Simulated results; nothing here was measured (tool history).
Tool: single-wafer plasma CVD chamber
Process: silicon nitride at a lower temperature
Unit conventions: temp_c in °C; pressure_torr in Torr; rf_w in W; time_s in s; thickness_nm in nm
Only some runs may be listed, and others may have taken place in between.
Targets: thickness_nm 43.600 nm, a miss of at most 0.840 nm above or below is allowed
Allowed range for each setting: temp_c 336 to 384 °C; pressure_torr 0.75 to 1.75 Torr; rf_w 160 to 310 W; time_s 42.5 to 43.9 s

{"run": 1, "day": 0.0, "temp_c": 360, "pressure_torr": 1.25, "rf_w": 235, "time_s": 42.5, "thickness_nm": 39.161}
{"run": 2, "day": 0.125, "temp_c": 360, "pressure_torr": 1.32, "rf_w": 235, "time_s": 42.5, "thickness_nm": 39.55}
{"run": 3, "day": 0.321, "temp_c": 360, "pressure_torr": 1.38, "rf_w": 240, "time_s": 42.5, "thickness_nm": 40.963}
{"run": 4, "day": 0.388, "temp_c": 360, "pressure_torr": 1.38, "rf_w": 240, "time_s": 42.5, "thickness_nm": 40.932}
{"run": 5, "day": 0.588, "temp_c": 360, "pressure_torr": 1.38, "rf_w": 215, "time_s": 42.5, "thickness_nm": 37.527}
{"run": 6, "day": 0.883, "temp_c": 360, "pressure_torr": 1.44, "rf_w": 220, "time_s": 42.5, "thickness_nm": 38.427}
{"run": 7, "day": 1.233, "temp_c": 360, "pressure_torr": 1.44, "rf_w": 220, "time_s": 42.5, "thickness_nm": 38.526}
{"run": 8, "day": 1.367, "temp_c": 360, "pressure_torr": 1.48, "rf_w": 225, "time_s": 42.5, "thickness_nm": 39.593}
{"run": 9, "day": 1.546, "temp_c": 360, "pressure_torr": 1.52, "rf_w": 230, "time_s": 42.5, "thickness_nm": 40.29}
{"run": 10, "day": 1.667, "temp_c": 360, "pressure_torr": 1.55, "rf_w": 235, "time_s": 42.5, "thickness_nm": 41.414}
{"run": 11, "day": 1.758, "temp_c": 360, "pressure_torr": 1.58, "rf_w": 235, "time_s": 42.5, "thickness_nm": 41.679}
{"run": 12, "day": 1.838, "temp_c": 360, "pressure_torr": 1.6, "rf_w": 235, "time_s": 42.5, "thickness_nm": 41.704}
{"run": 13, "day": 2.204, "temp_c": 360, "pressure_torr": 1.62, "rf_w": 235, "time_s": 42.5, "thickness_nm": 41.75}
{"run": 14, "day": 2.238, "temp_c": 360, "pressure_torr": 1.64, "rf_w": 235, "time_s": 42.5, "thickness_nm": 42.015}
{"run": 15, "day": 2.608, "temp_c": 360, "pressure_torr": 1.65, "rf_w": 235, "time_s": 42.5, "thickness_nm": 42.161}
{"run": 16, "day": 2.658, "temp_c": 360, "pressure_torr": 1.66, "rf_w": 235, "time_s": 42.5, "thickness_nm": 42.126}
{"run": 17, "day": 2.7, "temp_c": 360, "pressure_torr": 1.67, "rf_w": 235, "time_s": 42.5, "thickness_nm": 42.17}
{"run": 18, "day": 2.762, "temp_c": 360, "pressure_torr": 1.68, "rf_w": 235, "time_s": 42.5, "thickness_nm": 42.296}
{"run": 19, "day": 2.883, "temp_c": 360, "pressure_torr": 1.69, "rf_w": 235, "time_s": 42.5, "thickness_nm": 42.339}

Pick the move, out of 5, that brings all results within their allowed miss; only one does.
{"run": "A", "day": 3.004, "temp_c": 352, "pressure_torr": 1.68, "rf_w": 225, "time_s": 42.5, "thickness_nm": "?"}
{"run": "B", "day": 3.004, "temp_c": 368, "pressure_torr": 1.61, "rf_w": 230, "time_s": 43.8, "thickness_nm": "?"}
{"run": "C", "day": 3.004, "temp_c": 359, "pressure_torr": 1.65, "rf_w": 215, "time_s": 42.5, "thickness_nm": "?"}
{"run": "D", "day": 3.004, "temp_c": 359, "pressure_torr": 1.63, "rf_w": 230, "time_s": 42.5, "thickness_nm": "?"}
{"run": "E", "day": 3.004, "temp_c": 357, "pressure_torr": 1.75, "rf_w": 230, "time_s": 43.7, "thickness_nm": "?"}

move=A thickness_nm=40.837
move=B thickness_nm=42.112
move=C thickness_nm=39.116
move=D thickness_nm=41.126
move=E thickness_nm=43.102
A: its largest miss is bigger than the last run's
B: its largest miss is bigger than the last run's
C: its largest miss is bigger than the last run's
D: its largest miss is bigger than the last run's
E: every result within its allowed miss
E is the move that brings every result within its allowed miss.

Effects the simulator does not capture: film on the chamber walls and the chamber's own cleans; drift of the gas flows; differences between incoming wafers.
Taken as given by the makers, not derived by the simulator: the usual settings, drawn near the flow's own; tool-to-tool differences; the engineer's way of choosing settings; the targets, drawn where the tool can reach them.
